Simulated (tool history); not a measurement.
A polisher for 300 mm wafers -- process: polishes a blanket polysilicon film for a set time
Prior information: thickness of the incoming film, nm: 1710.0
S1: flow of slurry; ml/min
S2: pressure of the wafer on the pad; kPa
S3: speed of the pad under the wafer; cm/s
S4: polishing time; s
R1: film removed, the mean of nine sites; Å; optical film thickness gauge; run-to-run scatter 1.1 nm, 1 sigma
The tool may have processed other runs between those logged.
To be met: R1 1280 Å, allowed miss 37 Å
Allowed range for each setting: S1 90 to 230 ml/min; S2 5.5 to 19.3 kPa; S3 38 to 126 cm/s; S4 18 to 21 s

run,hour,S1,S2,S3,S4,R1
1,0,150,12.4,82,21,1018.7
2,8.7,150,12.4,82,21,1001.4
3,14,155,13.1,82,21,1074.4
4,20.1,155,13.1,72,21,952.02
5,25.4,155,13.1,72,18,813.52
6,29.7,155,13.8,72,18,859.13
7,35.3,160,14.5,72,18,883.92
8,42.7,160,15.2,74,18,960.78
9,46.2,160,15.2,74,18,977.37
# hour 47.3: slurry nozzle cleaned
10,47.3,160,15.9,74,18,1046.2
11,54.7,160,16.5,74,18,1089.9
12,59.5,160,17.9,74,18,1185.5
13,65.8,160,18.6,74,18,1226.1

4 candidate next runs follow, results not yet known. Just one meets every target within its allowed miss. Identify it.
A,72.1,125,18.6,68,20,?
B,72.1,175,19.3,66,20,?
C,72.1,170,19.3,78,18,?
D,72.1,155,17.9,84,19,?

move,R1
A,1218.1
B,1291.3
C,1360.3
D,1415.9
A: moves away from the targets compared with the last run
B: hits every target within its allowed miss
C: the result that was furthest off in the last run now lies on the other side of its target
D: the result that was furthest off in the last run now lies on the other side of its target
So the answer is move B, the one that meets all the targets.
